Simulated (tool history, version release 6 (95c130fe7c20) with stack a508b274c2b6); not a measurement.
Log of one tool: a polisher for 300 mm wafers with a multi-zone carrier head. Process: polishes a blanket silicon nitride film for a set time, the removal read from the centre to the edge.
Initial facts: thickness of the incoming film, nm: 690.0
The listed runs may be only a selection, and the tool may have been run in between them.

run	hour	flow of slurry (ml/min)	pressure of the head's centre zone	pressure of the head's middle zone	pressure of the head's edge zone	polishing time (s)	film removed at the wafer's centre (angstrom)	film removed at mid-radius (angstrom)	film removed at the wafer's edge (angstrom)
1	0	290	1	1	1	60	850.17	835	857.04
2	8.9	220	1	1	1	60	786.61	836.98	837.4
3	12.7	220	1	1	1.03	60	804.37	814.78	838.28
4	18	225	1	1	1.04	62	836.44	848.06	873.66
5	22.2	255	1	1	1.04	62	859.57	834.64	883.5
6	26.9	255	1	1.01	1.04	64	885.69	906.73	912.93

Expected results for the next run?
7	32.5	260	0.99	1.01	1.05	66	?	?	?

For run 7 the tool returned film removed at the wafer's centre (angstrom) 890.77, film removed at mid-radius (angstrom) 948.94, film removed at the wafer's edge (angstrom) 938.12.
